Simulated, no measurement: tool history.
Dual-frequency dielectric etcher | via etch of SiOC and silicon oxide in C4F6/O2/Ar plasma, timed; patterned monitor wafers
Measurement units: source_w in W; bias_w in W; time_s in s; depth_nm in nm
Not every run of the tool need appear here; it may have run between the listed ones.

run	hour	source_w	bias_w	time_s	depth_nm
1	0	360	154	66	71.788
2	7.1	360	154	66	71.965
3	14.8	360	154	69.5	75.499
4	22	370	156	69.5	76.937
5	27.9	370	176	69.5	79.39
6	33.2	380	177	69.5	80.47
7	40.7	390	178	69.5	81.705
8	44.7	400	179	69.5	82.449
9	47.6	410	180	69.5	83.496
10	51.8	420	181	69.5	84.547
11	59.2	430	182	69.5	85.502
12	63.6	430	183	69.5	85.909

Run 13 is up next; what results do you expect?
13	67.1	450	185	69.5	?

{"run 13": {"depth_nm": 87.292}}

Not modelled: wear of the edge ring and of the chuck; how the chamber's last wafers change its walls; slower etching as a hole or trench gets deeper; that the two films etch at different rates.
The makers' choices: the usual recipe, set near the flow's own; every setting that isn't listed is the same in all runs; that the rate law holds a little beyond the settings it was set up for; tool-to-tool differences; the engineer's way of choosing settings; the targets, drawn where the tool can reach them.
